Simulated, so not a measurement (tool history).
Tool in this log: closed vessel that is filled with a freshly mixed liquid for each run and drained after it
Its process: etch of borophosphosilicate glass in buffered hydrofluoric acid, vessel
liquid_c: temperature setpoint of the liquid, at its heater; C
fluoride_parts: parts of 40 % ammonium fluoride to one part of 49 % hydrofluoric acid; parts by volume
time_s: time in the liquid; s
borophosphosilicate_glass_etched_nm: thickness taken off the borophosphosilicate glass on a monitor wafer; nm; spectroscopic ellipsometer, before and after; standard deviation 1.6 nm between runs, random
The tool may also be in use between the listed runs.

| run | hour | liquid_c | fluoride_parts | time_s | borophosphosilicate_glass_etched_nm |
|---|---|---|---|---|---|
| 1 | 0.0 | 22.0 | 11.0 | 90 | 164.85 |
| 2 | 2.5 | 24.5 | 11.0 | 90 | 189.40 |
| 3 | 9.6 | 27.5 | 11.0 | 90 | 222.19 |
| 4 | 15.9 | 27.5 | 13.5 | 90 | 183.81 |
| 5 | 19.8 | 28.0 | 13.0 | 90 | 192.38 |
| 6 | 28.0 | 28.5 | 12.5 | 90 | 205.83 |
| 7 | 35.7 | 29.0 | 12.5 | 90 | 211.36 |

Run 8 has not been measured yet. What should we expect?
| 8 | 38.9 | 29.5 | 12.0 | 90 | ? |

{"run 8": {"borophosphosilicate_glass_etched_nm": 224.87}}
